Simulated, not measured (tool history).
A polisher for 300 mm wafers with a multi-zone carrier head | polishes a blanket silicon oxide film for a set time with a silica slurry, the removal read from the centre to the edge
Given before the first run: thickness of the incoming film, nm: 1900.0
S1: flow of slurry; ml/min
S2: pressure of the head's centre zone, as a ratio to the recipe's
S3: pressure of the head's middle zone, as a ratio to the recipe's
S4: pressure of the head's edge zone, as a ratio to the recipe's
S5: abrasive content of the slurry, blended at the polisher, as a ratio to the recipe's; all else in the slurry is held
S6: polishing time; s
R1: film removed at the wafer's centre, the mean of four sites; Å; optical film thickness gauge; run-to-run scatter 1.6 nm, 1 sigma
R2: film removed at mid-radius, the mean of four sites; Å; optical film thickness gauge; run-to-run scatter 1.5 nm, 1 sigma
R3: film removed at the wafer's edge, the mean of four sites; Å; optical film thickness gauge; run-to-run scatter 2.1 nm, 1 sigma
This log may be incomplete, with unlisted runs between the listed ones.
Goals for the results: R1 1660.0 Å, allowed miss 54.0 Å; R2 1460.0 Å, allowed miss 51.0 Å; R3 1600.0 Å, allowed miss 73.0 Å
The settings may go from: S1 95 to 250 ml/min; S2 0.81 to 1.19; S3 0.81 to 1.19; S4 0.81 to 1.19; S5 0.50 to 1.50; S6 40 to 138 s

run  hour   S1    S2    S3    S4    S5  S6      R1      R2      R3
  1   0.0  160  1.00  1.00  1.00  1.00  88  2522.1  2369.1  2323.4
  2   3.5  155  0.99  0.98  0.99  0.95  87  2383.0  2222.8  2216.0
  3   9.5  150  0.98  0.97  0.98  0.90  87  2291.4  2139.1  2203.4
  4  15.1  150  0.98  0.94  0.98  0.90  87  2295.6  2076.5  2152.2
  5  23.4  150  0.97  0.93  0.97  0.85  86  2182.0  1976.7  2069.7
  6  30.5  150  0.97  0.85  0.97  0.85  86  2176.5  1880.7  2050.6
  7  37.2  150  0.96  0.85  0.96  0.80  86  2067.2  1835.8  2029.3
  8  41.8  150  0.96  0.85  0.95  0.75  86  2056.5  1763.9  1912.4
  9  48.6  145  0.95  0.85  0.94  0.75  86  1989.6  1752.2  1901.8
 10  55.7  140  0.95  0.85  0.93  0.75  86  1971.9  1732.4  1836.1
     56.5  -- centre zone pressure recalibrated
 11  56.5  135  0.95  0.85  0.93  0.75  86  1777.0  1722.7  1879.8
 12  61.2  135  0.95  0.85  0.93  0.70  86  1714.9  1656.7  1789.1
 13  66.1  110  1.01  0.81  0.88  0.55  86  1480.4  1328.0  1464.1
 14  67.6  115  1.01  0.81  0.88  0.55  86  1533.5  1334.3  1471.7
 15  71.1  115  1.01  0.81  0.88  0.55  86  1513.7  1330.8  1472.1
 16  77.5  120  1.01  0.81  0.88  0.55  86  1544.9  1330.8  1472.4
 17  79.7  135  0.98  0.82  0.90  0.55  86  1537.7  1388.6  1533.7
 18  84.7  140  0.98  0.82  0.90  0.55  86  1562.6  1395.7  1523.5

Exactly one of the 4 candidate moves below puts every result within its allowed miss. Which one?
  A  89.7  135  1.00  0.81  0.88  0.50  96   ?   ?   ?
  B  89.7  150  0.90  0.83  0.99  0.70  70   ?   ?   ?
  C  89.7  105  1.01  0.81  1.12  0.50  91   ?   ?   ?
  D  89.7  185  0.90  0.82  0.83  0.60  76   ?   ?   ?

move      R1      R2      R3
   A  1646.5  1470.7  1583.6
   B  1363.2  1369.9  1524.8
   C  1454.2  1298.4  1605.4
   D  1413.4  1403.9  1435.3
A: every result within its allowed miss
B: its largest miss is bigger than the last run's
C: its largest miss is bigger than the last run's
D: its largest miss is bigger than the last run's
Answer: A
